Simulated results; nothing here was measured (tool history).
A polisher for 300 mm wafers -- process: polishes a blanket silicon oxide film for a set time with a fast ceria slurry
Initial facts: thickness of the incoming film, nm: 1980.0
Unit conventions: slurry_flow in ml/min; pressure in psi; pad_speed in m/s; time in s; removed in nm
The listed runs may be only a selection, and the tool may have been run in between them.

run,hour,slurry_flow,pressure,pad_speed,time,removed
1,0.0,215,2.7,1.28,45,924.54
2,2.5,190,2.7,1.28,45,923.25
3,9.7,190,2.7,1.04,45,756.29
4,14.3,190,2.4,1.00,45,660.26
5,21.2,170,2.4,1.00,45,648.32
6,23.5,170,2.4,1.24,45,795.34
7,26.5,170,2.1,1.14,45,652.20
8,29.1,170,2.1,1.14,45,650.70
9,36.3,170,1.9,1.08,45,561.95
10,43.4,170,1.9,1.08,45,549.07

What does the tool deliver on the next run?
11,47.6,170,1.8,1.06,45,?

Run 11 gave removed 521.73 nm.

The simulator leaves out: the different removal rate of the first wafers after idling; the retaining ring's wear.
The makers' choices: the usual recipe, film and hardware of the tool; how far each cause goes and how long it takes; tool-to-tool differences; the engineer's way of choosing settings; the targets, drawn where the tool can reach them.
